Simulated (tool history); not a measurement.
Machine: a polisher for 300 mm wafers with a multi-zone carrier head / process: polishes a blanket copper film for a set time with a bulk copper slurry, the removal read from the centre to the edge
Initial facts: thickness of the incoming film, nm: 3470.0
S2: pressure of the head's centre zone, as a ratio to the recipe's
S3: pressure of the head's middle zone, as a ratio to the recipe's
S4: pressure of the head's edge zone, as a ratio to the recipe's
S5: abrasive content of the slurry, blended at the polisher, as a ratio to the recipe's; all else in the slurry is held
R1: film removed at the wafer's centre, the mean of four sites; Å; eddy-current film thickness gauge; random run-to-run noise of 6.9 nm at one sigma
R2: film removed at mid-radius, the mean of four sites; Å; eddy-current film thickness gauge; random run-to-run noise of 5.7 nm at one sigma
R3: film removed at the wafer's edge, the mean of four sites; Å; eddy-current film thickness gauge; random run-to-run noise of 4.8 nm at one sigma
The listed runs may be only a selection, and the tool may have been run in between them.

run 1 hour=0 | flow_of_slurry_(ml/min)=210 S2=1 S3=1 S4=1 S5=1 polishing_time_(s)=80 | R1=5663.5 R2=5626.9 R3=5745.7
run 2 hour=3.6 | flow_of_slurry_(ml/min)=230 S2=1.03 S3=1.03 S4=1.02 S5=1.05 polishing_time_(s)=80 | R1=5989.8 R2=5896.4 R3=5956.7
run 3 hour=10.5 | flow_of_slurry_(ml/min)=230 S2=1.1 S3=1.03 S4=1.02 S5=1.05 polishing_time_(s)=80 | R1=6269.9 R2=5926.4 R3=5919.3
run 4 hour=12.7 | flow_of_slurry_(ml/min)=245 S2=1.11 S3=1.06 S4=1.03 S5=1.05 polishing_time_(s)=80 | R1=6380.7 R2=6085.1 R3=6025.3
run 5 hour=13.6 | flow_of_slurry_(ml/min)=260 S2=1.12 S3=1.08 S4=1.04 S5=1.05 polishing_time_(s)=80 | R1=6545.8 R2=6291.5 R3=6004.8
run 6 hour=20.8 | flow_of_slurry_(ml/min)=260 S2=1.12 S3=1 S4=1.04 S5=1.05 polishing_time_(s)=80 | R1=6499.8 R2=5840.6 R3=6032.6
run 7 hour=22.4 | flow_of_slurry_(ml/min)=260 S2=1.12 S3=1 S4=1.04 S5=1.05 polishing_time_(s)=80 | R1=6550.9 R2=5837.8 R3=6141.5
run 8 hour=25.6 | flow_of_slurry_(ml/min)=270 S2=1.12 S3=1.03 S4=1.05 S5=1.05 polishing_time_(s)=80 | R1=6645.9 R2=6040.7 R3=6193.1
run 9 hour=31.2 | flow_of_slurry_(ml/min)=280 S2=1.11 S3=1.06 S4=1.05 S5=1.05 polishing_time_(s)=80 | R1=6554 R2=6256 R3=6151.4

Predict the results of run 10:
run 10 hour=38.9 | flow_of_slurry_(ml/min)=290 S2=1.11 S3=1.07 S4=1.06 S5=1.05 polishing_time_(s)=80 | R1=? R2=? R3=?

Run 10 yielded R1 6579.6 Å, R2 6254.3 Å, R3 6144.5 Å.
